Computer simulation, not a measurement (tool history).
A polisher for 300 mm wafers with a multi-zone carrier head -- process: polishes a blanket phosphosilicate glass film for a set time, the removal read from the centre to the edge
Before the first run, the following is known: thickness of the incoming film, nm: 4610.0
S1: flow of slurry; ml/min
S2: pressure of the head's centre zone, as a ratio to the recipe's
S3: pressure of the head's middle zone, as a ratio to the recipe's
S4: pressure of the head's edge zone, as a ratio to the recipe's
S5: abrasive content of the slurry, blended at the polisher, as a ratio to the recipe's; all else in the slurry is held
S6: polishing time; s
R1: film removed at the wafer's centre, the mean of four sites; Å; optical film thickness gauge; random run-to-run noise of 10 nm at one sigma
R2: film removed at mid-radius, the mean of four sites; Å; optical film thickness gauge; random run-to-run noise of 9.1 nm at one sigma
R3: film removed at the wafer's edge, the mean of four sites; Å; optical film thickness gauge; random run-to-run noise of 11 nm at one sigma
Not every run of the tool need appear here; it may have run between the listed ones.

run,hour,S1,S2,S3,S4,S5,S6,R1,R2,R3
1,0,295,1,1,1,1,70,6886.5,6721.5,6571.9
2,6.8,295,1,1.08,1,1,70,6808.2,7144.2,6512.5
3,10.3,295,0.92,1.08,1,1,70,6259.5,7132.9,6631.9
4,11,325,0.92,1.08,1,1,70,6384.5,7171.8,6559.8
5,12.7,270,0.92,1.08,1,1,70,6350.1,7158.8,6377.4
6,20.5,275,0.96,1.06,1.01,1.05,70,6594.1,7223.9,6787.1
7,24.5,285,1,1.04,1.01,1.1,71,7307,7350.3,7111.9
8,31.1,290,1.03,1.04,1.02,1.15,71,7514.8,7517.2,7066.6

Run 9 has not been measured yet. What should we expect?
9,33.3,290,1.05,1.01,1.03,1.2,71,?,?,?

Logged for run 9: R1 8134.4 Å, R2 7620.4 Å, R3 7472.6 Å.
